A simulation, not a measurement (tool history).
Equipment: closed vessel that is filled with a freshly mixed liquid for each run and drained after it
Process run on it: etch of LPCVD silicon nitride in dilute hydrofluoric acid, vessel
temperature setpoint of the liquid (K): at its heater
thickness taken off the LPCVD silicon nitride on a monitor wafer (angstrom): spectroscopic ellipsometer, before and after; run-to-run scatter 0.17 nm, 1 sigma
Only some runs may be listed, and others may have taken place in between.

run    day  temperature setpoint of the liquid (K)  parts of water to one part of 49 % hydrofluoric acid (parts by volume)  time in the liquid (s)  thickness taken off the LPCVD silicon nitride on a monitor wafer (angstrom)
  1  0.000                                  298.15                                                                     290                    2580                                                                       45.031
  2  0.317                                  298.15                                                                     240                    2580                                                                       55.028
  3  0.638                                  300.15                                                                     205                    2585                                                                       71.805
  4  0.883                                  301.65                                                                     185                    2590                                                                       90.273
  5  1.029                                  305.15                                                                     185                    2590                                                                      108.460
  6  1.329                                  305.15                                                                     185                    2790                                                                      118.790
  7  1.483                                  305.65                                                                     175                    2790                                                                      129.210

Predict the results of run 8:
  8  1.892                                  305.65                                                                     170                    2790                                                                            ?

thickness taken off the LPCVD silicon nitride on a monitor wafer (angstrom): 132.650
